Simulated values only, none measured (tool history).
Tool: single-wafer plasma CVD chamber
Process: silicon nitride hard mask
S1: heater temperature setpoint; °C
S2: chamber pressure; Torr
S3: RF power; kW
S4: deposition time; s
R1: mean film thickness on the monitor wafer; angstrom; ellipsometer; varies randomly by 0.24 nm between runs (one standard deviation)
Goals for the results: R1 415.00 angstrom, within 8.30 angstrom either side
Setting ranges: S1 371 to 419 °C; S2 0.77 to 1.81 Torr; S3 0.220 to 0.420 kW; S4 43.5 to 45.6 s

{"run": 1, "hour": 0.0, "S1": 395, "S2": 1.29, "S3": 0.32, "S4": 45.6, "R1": 509.49}
{"run": 2, "hour": 4.0, "S1": 400, "S2": 1.29, "S3": 0.32, "S4": 45.6, "R1": 513.1}
{"run": 3, "hour": 7.1, "S1": 400, "S2": 1.18, "S3": 0.305, "S4": 45.5, "R1": 482.74}
{"run": 4, "hour": 8.7, "S1": 400, "S2": 1.18, "S3": 0.305, "S4": 45.6, "R1": 476.5}
{"run": 5, "hour": 13.0, "S1": 406, "S2": 1.18, "S3": 0.305, "S4": 45.6, "R1": 479.47}
{"run": 6, "hour": 19.2, "S1": 406, "S2": 1.18, "S3": 0.32, "S4": 45.6, "R1": 496.81}
{"run": 7, "hour": 24.1, "S1": 406, "S2": 1.1, "S3": 0.31, "S4": 45.5, "R1": 472.14}
{"run": 8, "hour": 26.5, "S1": 406, "S2": 1.03, "S3": 0.305, "S4": 45.4, "R1": 462.75}
{"run": 9, "hour": 30.9, "S1": 406, "S2": 0.98, "S3": 0.3, "S4": 45.3, "R1": 447.74}
{"run": 10, "hour": 33.5, "S1": 406, "S2": 0.94, "S3": 0.295, "S4": 45.3, "R1": 436.17}
{"run": 11, "hour": 39.3, "S1": 406, "S2": 0.9, "S3": 0.295, "S4": 45.3, "R1": 432.32}
{"hour": 46.4, "done": "thermocouple changed; heater temperature recalibrated"}
{"run": 12, "hour": 46.4, "S1": 406, "S2": 0.87, "S3": 0.295, "S4": 45.3, "R1": 430.28}

Of the 5 settings listed for the next run, only one would bring every result within its allowed miss of target. Which one?
{"run": "A", "hour": 53.5, "S1": 403, "S2": 0.88, "S3": 0.28, "S4": 43.8, "R1": "?"}
{"run": "B", "hour": 53.5, "S1": 415, "S2": 0.88, "S3": 0.28, "S4": 45.6, "R1": "?"}
{"run": "C", "hour": 53.5, "S1": 415, "S2": 0.82, "S3": 0.29, "S4": 44.1, "R1": "?"}
{"run": "D", "hour": 53.5, "S1": 400, "S2": 0.86, "S3": 0.32, "S4": 44.1, "R1": "?"}
{"run": "E", "hour": 53.5, "S1": 415, "S2": 0.95, "S3": 0.26, "S4": 45.2, "R1": "?"}

move=A R1=401.00
move=B R1=415.08
move=C R1=403.00
move=D R1=443.14
move=E R1=397.03
A: pushes the last run's worst result past its target
B: all results in spec
C: pushes the last run's worst result past its target
D: lands further from the targets than the last run did
E: pushes the last run's worst result past its target
Go with B: it meets all targets.
